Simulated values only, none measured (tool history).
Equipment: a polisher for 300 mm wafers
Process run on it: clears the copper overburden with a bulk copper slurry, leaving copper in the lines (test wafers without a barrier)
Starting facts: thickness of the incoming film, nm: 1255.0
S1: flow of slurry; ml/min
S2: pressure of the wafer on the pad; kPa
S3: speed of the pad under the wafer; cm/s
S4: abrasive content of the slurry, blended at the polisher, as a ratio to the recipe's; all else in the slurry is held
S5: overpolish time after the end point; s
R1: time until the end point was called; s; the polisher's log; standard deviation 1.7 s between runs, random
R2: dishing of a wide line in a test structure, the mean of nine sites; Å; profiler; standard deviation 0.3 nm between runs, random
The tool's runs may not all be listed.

run,hour,S1,S2,S3,S4,S5,R1,R2
1,0,220,19.3,112,1,14,151.32,268.06
2,0.5,220,17.2,118,1,12,160.32,254.78
3,3.2,215,15.2,124,0.95,10,174.05,239.41
4,6.8,215,11.7,124,0.95,10,223.39,219.49
5,14,215,11.7,130,0.85,9,215.49,216.96
6,18.3,215,11.7,136,0.75,8,211.49,200.25

What does the tool deliver on the next run?
7,19.7,220,11.7,136,0.75,7,?,?

{"run 7": {"R1": 216.87, "R2": 189.17}}

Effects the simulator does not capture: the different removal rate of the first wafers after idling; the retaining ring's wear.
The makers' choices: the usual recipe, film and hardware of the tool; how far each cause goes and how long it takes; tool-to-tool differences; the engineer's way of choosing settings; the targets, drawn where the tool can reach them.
